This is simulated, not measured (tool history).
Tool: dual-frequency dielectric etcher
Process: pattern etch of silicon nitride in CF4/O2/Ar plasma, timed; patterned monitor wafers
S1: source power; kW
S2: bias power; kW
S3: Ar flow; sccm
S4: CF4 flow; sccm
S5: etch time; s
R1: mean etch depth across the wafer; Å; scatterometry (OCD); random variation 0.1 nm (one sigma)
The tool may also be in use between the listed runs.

run 1 hour=0.0 | S1=0.430 S2=0.053 S3=122 S4=77 S5=21.5 | R1=338.46
run 2 hour=5.3 | S1=0.430 S2=0.053 S3=122 S4=85 S5=21.5 | R1=343.21
run 3 hour=11.1 | S1=0.430 S2=0.053 S3=122 S4=95 S5=21.5 | R1=351.81
run 4 hour=13.9 | S1=0.400 S2=0.053 S3=122 S4=95 S5=21.5 | R1=323.29
run 5 hour=19.4 | S1=0.380 S2=0.053 S3=122 S4=95 S5=21.5 | R1=307.61
run 6 hour=24.3 | S1=0.380 S2=0.053 S3=105 S4=95 S5=21.5 | R1=312.72

Run 7 comes next. What will it give?
run 7 hour=31.6 | S1=0.360 S2=0.053 S3=105 S4=95 S5=21.5 | R1=?

Run 7 gave R1 292.17 Å.

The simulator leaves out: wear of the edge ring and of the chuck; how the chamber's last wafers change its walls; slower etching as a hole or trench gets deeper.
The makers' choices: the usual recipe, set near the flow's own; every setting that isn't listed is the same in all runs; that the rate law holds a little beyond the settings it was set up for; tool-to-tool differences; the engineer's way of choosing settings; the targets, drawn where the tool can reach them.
